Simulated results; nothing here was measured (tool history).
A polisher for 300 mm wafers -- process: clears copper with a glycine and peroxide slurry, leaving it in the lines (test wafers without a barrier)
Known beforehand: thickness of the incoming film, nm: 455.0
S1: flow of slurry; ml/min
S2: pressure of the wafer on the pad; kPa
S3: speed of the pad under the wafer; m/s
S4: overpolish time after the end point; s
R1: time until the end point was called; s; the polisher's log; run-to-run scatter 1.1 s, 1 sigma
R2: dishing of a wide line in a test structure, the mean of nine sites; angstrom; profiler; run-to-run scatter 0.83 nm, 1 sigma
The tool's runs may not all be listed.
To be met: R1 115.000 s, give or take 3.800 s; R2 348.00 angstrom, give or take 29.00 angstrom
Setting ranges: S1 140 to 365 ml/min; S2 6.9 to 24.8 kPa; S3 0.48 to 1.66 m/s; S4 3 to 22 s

| run | hour | S1 | S2 | S3 | S4 | R1 | R2 |
|---|---|---|---|---|---|---|---|
| 1 | 0.0 | 235 | 15.9 | 1.06 | 11 | 97.402 | 360.75 |
| 2 | 8.2 | 235 | 15.9 | 1.06 | 6 | 96.998 | 215.13 |
| 3 | 14.5 | 235 | 18.6 | 1.06 | 6 | 85.955 | 240.65 |
| 4 | 20.3 | 235 | 17.2 | 1.06 | 7 | 90.619 | 252.62 |
| 5 | 28.3 | 235 | 17.2 | 1.06 | 12 | 90.580 | 422.27 |
| 6 | 31.7 | 235 | 16.5 | 1.06 | 12 | 93.751 | 406.06 |
| 7 | 33.5 | 235 | 15.9 | 1.06 | 12 | 96.162 | 405.47 |
| 8 | 35.7 | 235 | 15.2 | 1.06 | 12 | 101.550 | 380.81 |
| 9 | 42.1 | 235 | 14.5 | 1.06 | 12 | 103.140 | 372.95 |
| 10 | 48.5 | 225 | 11.7 | 1.04 | 13 | 121.980 | 349.75 |

5 next moves are on the table. One of them brings every result within its allowed miss. Which?
| A | 54.9 | 225 | 12.4 | 1.08 | 10 | ? | ? |
| B | 54.9 | 145 | 13.8 | 1.04 | 9 | ? | ? |
| C | 54.9 | 140 | 12.4 | 1.28 | 11 | ? | ? |
| D | 54.9 | 220 | 11.7 | 1.20 | 12 | ? | ? |
| E | 54.9 | 240 | 11.0 | 1.18 | 12 | ? | ? |

| move | R1 | R2 |
|---|---|---|
| A | 113.630 | 287.98 |
| B | 113.470 | 262.13 |
| C | 104.070 | 339.43 |
| D | 109.100 | 351.80 |
| E | 114.290 | 337.00 |
A: corrects the largest miss of the last run, while another result sits out of spec
B: corrects the largest miss of the last run, while another result sits out of spec
C: takes the result that was furthest off past its target
D: takes the result that was furthest off past its target
E: every result within its allowed miss
E is the move that brings every result within its allowed miss.
